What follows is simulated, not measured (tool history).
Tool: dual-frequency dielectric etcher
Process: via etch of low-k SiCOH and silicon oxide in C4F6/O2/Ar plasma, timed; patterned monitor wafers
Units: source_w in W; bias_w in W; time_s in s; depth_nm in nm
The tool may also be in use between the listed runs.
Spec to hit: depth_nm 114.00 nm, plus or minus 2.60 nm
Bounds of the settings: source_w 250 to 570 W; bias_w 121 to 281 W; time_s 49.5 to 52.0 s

| run | hour | source_w | bias_w | time_s | depth_nm |
|---|---|---|---|---|---|
| 1 | 0.0 | 410 | 201 | 49.5 | 126.34 |
| 2 | 6.7 | 410 | 232 | 49.5 | 133.17 |
| 3 | 8.2 | 380 | 227 | 49.5 | 129.09 |
| 4 | 13.2 | 350 | 220 | 49.5 | 124.29 |
| 5 | 16.9 | 350 | 220 | 52.0 | 130.69 |
| 6 | 19.2 | 330 | 213 | 52.0 | 125.83 |
| 7 | 27.2 | 310 | 210 | 52.0 | 124.70 |
| 8 | 31.7 | 300 | 204 | 52.0 | 121.24 |
| 9 | 35.7 | 290 | 201 | 52.0 | 120.10 |
| 10 | 39.8 | 280 | 198 | 52.0 | 117.38 |
| 11 | 43.8 | 270 | 197 | 52.0 | 117.93 |

Next run, 4 choices. One meets every target within its allowed miss, the rest don't. Which?
| A | 47.8 | 250 | 232 | 51.0 | ? |
| B | 47.8 | 320 | 188 | 49.5 | ? |
| C | 47.8 | 260 | 218 | 51.5 | ? |
| D | 47.8 | 250 | 222 | 52.0 | ? |

| move | depth_nm |
|---|---|
| A | 118.86 |
| B | 114.14 |
| C | 118.48 |
| D | 119.23 |
A: the biggest miss grows against the last run
B: hits every target within its allowed miss
C: the biggest miss grows against the last run
D: the biggest miss grows against the last run
Answer: B
